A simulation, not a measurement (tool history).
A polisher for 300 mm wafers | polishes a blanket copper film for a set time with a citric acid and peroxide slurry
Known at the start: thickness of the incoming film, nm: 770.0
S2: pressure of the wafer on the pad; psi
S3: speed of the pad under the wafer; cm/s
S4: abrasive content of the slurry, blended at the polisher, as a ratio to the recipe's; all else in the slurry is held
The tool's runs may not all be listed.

{"run": 1, "hour": 0.0, "flow of slurry (ml/min)": 310, "S2": 4.0, "S3": 104, "S4": 1.0, "polishing time (s)": 35, "film removed (nm)": 110.58}
{"run": 2, "hour": 5.8, "flow of slurry (ml/min)": 310, "S2": 3.1, "S3": 104, "S4": 1.0, "polishing time (s)": 35, "film removed (nm)": 86.876}
{"run": 3, "hour": 10.4, "flow of slurry (ml/min)": 235, "S2": 3.1, "S3": 104, "S4": 1.0, "polishing time (s)": 35, "film removed (nm)": 84.68}
{"run": 4, "hour": 13.7, "flow of slurry (ml/min)": 235, "S2": 3.1, "S3": 104, "S4": 0.85, "polishing time (s)": 35, "film removed (nm)": 83.248}
{"run": 5, "hour": 18.8, "flow of slurry (ml/min)": 235, "S2": 3.1, "S3": 122, "S4": 0.85, "polishing time (s)": 35, "film removed (nm)": 95.244}
{"run": 6, "hour": 24.8, "flow of slurry (ml/min)": 235, "S2": 4.1, "S3": 124, "S4": 0.85, "polishing time (s)": 35, "film removed (nm)": 127.21}
{"run": 7, "hour": 29.9, "flow of slurry (ml/min)": 235, "S2": 4.8, "S3": 126, "S4": 0.85, "polishing time (s)": 35, "film removed (nm)": 149.28}
{"run": 8, "hour": 38.7, "flow of slurry (ml/min)": 235, "S2": 4.8, "S3": 126, "S4": 0.85, "polishing time (s)": 35, "film removed (nm)": 149.93}
{"run": 9, "hour": 39.5, "flow of slurry (ml/min)": 240, "S2": 5.3, "S3": 128, "S4": 0.85, "polishing time (s)": 35, "film removed (nm)": 167.82}
{"run": 10, "hour": 45.2, "flow of slurry (ml/min)": 240, "S2": 5.6, "S3": 132, "S4": 0.85, "polishing time (s)": 35, "film removed (nm)": 182.75}
{"run": 11, "hour": 50.0, "flow of slurry (ml/min)": 240, "S2": 5.8, "S3": 134, "S4": 0.85, "polishing time (s)": 35, "film removed (nm)": 192.63}

The next listed run, before its measurement:
{"run": 12, "hour": 55.4, "flow of slurry (ml/min)": 240, "S2": 5.9, "S3": 136, "S4": 0.85, "polishing time (s)": 35, "film removed (nm)": "?"}

film removed (nm): 197.310

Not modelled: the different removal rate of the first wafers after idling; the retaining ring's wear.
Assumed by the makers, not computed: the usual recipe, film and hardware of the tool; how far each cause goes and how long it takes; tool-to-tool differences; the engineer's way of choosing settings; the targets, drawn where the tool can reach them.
